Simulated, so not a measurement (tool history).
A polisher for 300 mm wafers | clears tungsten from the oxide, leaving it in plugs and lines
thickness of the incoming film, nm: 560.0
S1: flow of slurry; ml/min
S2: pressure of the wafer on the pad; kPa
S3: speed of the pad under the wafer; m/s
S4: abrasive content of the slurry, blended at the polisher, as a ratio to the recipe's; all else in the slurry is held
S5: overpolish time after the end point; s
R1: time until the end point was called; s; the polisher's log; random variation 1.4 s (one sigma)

run  hour   S1    S2    S3    S4  S5      R1
  1     0  255  24.8  1.08     1  14  126.95
  2   0.7  255  24.8  1.08  0.85  14  134.04
  3   9.6  255  24.8  1.08  0.85  11  135.88
  4    15  255  24.8   1.2  0.85  11  126.47
  5  19.4  255  22.1   1.2  0.85  11   141.8
  6  22.1  255  22.1   1.2  0.85  14  142.69
  7  30.3  255  23.4   1.2  0.85  14  133.15
  8  36.5  255  24.8   1.2  0.85  14  128.37
  9  44.3  255  24.8   1.2  0.85  14  128.94
 10  47.3  255  26.2   1.2  0.85  14  118.41
 11  50.3  255  26.9   1.2  0.85  14  117.69

The next listed run, before its measurement:
 12  52.8  255  27.6  1.2  0.85  14   ?

R1: 112.56 s

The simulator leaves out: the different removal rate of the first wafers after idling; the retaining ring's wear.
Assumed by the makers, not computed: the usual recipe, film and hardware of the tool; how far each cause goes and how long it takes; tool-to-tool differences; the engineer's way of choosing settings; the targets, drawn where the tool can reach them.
